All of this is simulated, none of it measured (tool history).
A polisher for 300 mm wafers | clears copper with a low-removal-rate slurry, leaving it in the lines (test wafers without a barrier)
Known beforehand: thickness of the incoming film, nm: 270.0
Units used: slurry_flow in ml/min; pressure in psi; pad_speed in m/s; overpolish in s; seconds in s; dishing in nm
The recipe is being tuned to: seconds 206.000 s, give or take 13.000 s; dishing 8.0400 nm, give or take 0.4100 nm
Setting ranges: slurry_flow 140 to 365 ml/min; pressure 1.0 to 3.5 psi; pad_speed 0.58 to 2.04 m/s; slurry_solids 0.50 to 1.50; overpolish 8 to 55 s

{"run": 1, "day": 0.0, "slurry_flow": 235, "pressure": 2.2, "pad_speed": 1.3, "slurry_solids": 1.0, "overpolish": 28, "seconds": 80.785, "dishing": 47.477}
{"run": 2, "day": 0.317, "slurry_flow": 215, "pressure": 2.0, "pad_speed": 1.16, "slurry_solids": 0.9, "overpolish": 24, "seconds": 108.52, "dishing": 36.556}
{"run": 3, "day": 0.467, "slurry_flow": 215, "pressure": 2.0, "pad_speed": 1.48, "slurry_solids": 0.9, "overpolish": 24, "seconds": 82.311, "dishing": 42.295}
{"run": 4, "day": 0.796, "slurry_flow": 200, "pressure": 1.8, "pad_speed": 1.34, "slurry_solids": 0.85, "overpolish": 21, "seconds": 106.43, "dishing": 32.977}
{"run": 5, "day": 0.888, "slurry_flow": 200, "pressure": 1.8, "pad_speed": 1.34, "slurry_solids": 0.85, "overpolish": 12, "seconds": 103.41, "dishing": 21.4}
{"run": 6, "day": 1.158, "slurry_flow": 205, "pressure": 1.7, "pad_speed": 1.2, "slurry_solids": 0.95, "overpolish": 11, "seconds": 120.09, "dishing": 18.166}
{"run": 7, "day": 1.196, "slurry_flow": 225, "pressure": 1.6, "pad_speed": 1.1, "slurry_solids": 1.05, "overpolish": 10, "seconds": 132.44, "dishing": 14.808}
{"run": 8, "day": 1.258, "slurry_flow": 230, "pressure": 1.5, "pad_speed": 1.04, "slurry_solids": 1.1, "overpolish": 10, "seconds": 149.99, "dishing": 13.417}
{"run": 9, "day": 1.454, "slurry_flow": 235, "pressure": 1.4, "pad_speed": 1.0, "slurry_solids": 1.15, "overpolish": 10, "seconds": 157.15, "dishing": 12.144}
{"run": 10, "day": 1.642, "slurry_flow": 270, "pressure": 1.0, "pad_speed": 0.66, "slurry_solids": 1.4, "overpolish": 8, "seconds": 317.85, "dishing": 5.2532}
{"run": 11, "day": 1.992, "slurry_flow": 265, "pressure": 1.1, "pad_speed": 0.66, "slurry_solids": 1.4, "overpolish": 8, "seconds": 279.96, "dishing": 5.8621}
{"run": 12, "day": 2.058, "slurry_flow": 255, "pressure": 1.2, "pad_speed": 0.66, "slurry_solids": 1.4, "overpolish": 8, "seconds": 264.34, "dishing": 6.4496}
{"run": 13, "day": 2.371, "slurry_flow": 255, "pressure": 1.3, "pad_speed": 0.68, "slurry_solids": 1.4, "overpolish": 8, "seconds": 239.4, "dishing": 7.0148}
{"run": 14, "day": 2.592, "slurry_flow": 255, "pressure": 1.3, "pad_speed": 0.68, "slurry_solids": 1.4, "overpolish": 8, "seconds": 239.49, "dishing": 6.9733}
{"run": 15, "day": 2.704, "slurry_flow": 255, "pressure": 1.7, "pad_speed": 0.7, "slurry_solids": 1.4, "overpolish": 10, "seconds": 179.22, "dishing": 11.151}
{"run": 16, "day": 2.983, "slurry_flow": 255, "pressure": 1.7, "pad_speed": 0.7, "slurry_solids": 1.4, "overpolish": 10, "seconds": 181.71, "dishing": 11.221}
{"run": 17, "day": 3.204, "slurry_flow": 255, "pressure": 1.6, "pad_speed": 0.72, "slurry_solids": 1.4, "overpolish": 10, "seconds": 180.23, "dishing": 10.836}
{"run": 18, "day": 3.483, "slurry_flow": 215, "pressure": 1.0, "pad_speed": 0.86, "slurry_solids": 1.15, "overpolish": 8, "seconds": 268.08, "dishing": 6.5154}

Below are 4 possible settings for the next run. Only one of them brings all results inside the allowed miss of their targets. Which is it?
{"run": "A", "day": 3.762, "slurry_flow": 225, "pressure": 1.0, "pad_speed": 1.06, "slurry_solids": 1.25, "overpolish": 8, "seconds": "?", "dishing": "?"}
{"run": "B", "day": 3.762, "slurry_flow": 215, "pressure": 1.0, "pad_speed": 0.64, "slurry_solids": 1.2, "overpolish": 17, "seconds": "?", "dishing": "?"}
{"run": "C", "day": 3.762, "slurry_flow": 220, "pressure": 1.0, "pad_speed": 1.24, "slurry_solids": 1.25, "overpolish": 8, "seconds": "?", "dishing": "?"}
{"run": "D", "day": 3.762, "slurry_flow": 220, "pressure": 1.3, "pad_speed": 0.94, "slurry_solids": 1.2, "overpolish": 8, "seconds": "?", "dishing": "?"}

move=A seconds=204.760 dishing=7.8801
move=B seconds=336.010 dishing=9.9975
move=C seconds=176.500 dishing=9.0406
move=D seconds=181.470 dishing=8.8694
A: in spec on every target
B: the biggest miss grows against the last run
C: moves the result that the last run missed by most past its target, out the other side
D: moves the result that the last run missed by most past its target, out the other side
A is the move that brings every result within its allowed miss.
